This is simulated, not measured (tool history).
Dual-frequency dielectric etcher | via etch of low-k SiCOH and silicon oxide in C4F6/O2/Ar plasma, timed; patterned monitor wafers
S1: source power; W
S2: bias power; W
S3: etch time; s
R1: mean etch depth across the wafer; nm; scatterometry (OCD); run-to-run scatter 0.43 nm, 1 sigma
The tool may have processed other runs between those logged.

{"run": 1, "hour": 0.0, "S1": 270, "S2": 166, "S3": 40.5, "R1": 85.082}
{"run": 2, "hour": 6.7, "S1": 270, "S2": 166, "S3": 37.0, "R1": 77.259}
{"run": 3, "hour": 7.3, "S1": 270, "S2": 190, "S3": 37.0, "R1": 80.369}
{"run": 4, "hour": 13.1, "S1": 270, "S2": 190, "S3": 37.0, "R1": 79.864}
{"run": 5, "hour": 14.9, "S1": 310, "S2": 190, "S3": 37.0, "R1": 85.624}
{"run": 6, "hour": 19.7, "S1": 320, "S2": 194, "S3": 37.0, "R1": 87.208}
{"run": 7, "hour": 20.2, "S1": 330, "S2": 197, "S3": 37.0, "R1": 87.486}

The next listed run, before its measurement:
{"run": 8, "hour": 27.2, "S1": 340, "S2": 200, "S3": 37.5, "R1": "?"}

Run 8 measured R1 90.654 nm.
